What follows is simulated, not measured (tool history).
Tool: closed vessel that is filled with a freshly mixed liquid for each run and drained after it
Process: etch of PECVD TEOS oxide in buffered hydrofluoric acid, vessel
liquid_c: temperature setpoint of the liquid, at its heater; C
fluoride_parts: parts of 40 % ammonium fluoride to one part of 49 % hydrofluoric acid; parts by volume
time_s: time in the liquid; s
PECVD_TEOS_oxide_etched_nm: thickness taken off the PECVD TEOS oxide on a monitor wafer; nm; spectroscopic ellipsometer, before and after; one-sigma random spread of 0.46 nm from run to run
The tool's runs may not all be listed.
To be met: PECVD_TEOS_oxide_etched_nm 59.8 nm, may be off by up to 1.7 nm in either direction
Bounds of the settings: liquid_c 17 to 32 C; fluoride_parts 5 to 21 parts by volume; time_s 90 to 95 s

run,hour,liquid_c,fluoride_parts,time_s,PECVD_TEOS_oxide_etched_nm
1,0,24,13,90,90.223
2,8.5,22.5,13,90,83.545
3,9.5,26,13,90,98.924
4,18.5,26,16,90,81.431
5,20.5,26,14,90,92.357
6,28.7,24.5,14,90,86.111
7,36.5,23,14,90,77.995
8,39.3,22,14,90,75.29
9,47.1,21,14,90,71.102
10,52.9,20.5,14,90,69.173
11,55.7,20,14,90,66.889
12,63.7,19.5,14,90,64.877
13,69.6,19,14,90,62.785

Exercise: of the 4 proposed moves below, exactly one satisfies all targets within the stated allowed misses. Which move is it?
A,75.5,18,13,90,?
B,75.5,21,15.5,90,?
C,75.5,20.5,15,95,?
D,75.5,17.5,13.5,90,?

move,PECVD_TEOS_oxide_etched_nm
A,64.42
B,64.157
C,68.017
D,60.337
A: further off than the last run
B: further off than the last run
C: further off than the last run
D: in spec on every target
Move D is the one to make.

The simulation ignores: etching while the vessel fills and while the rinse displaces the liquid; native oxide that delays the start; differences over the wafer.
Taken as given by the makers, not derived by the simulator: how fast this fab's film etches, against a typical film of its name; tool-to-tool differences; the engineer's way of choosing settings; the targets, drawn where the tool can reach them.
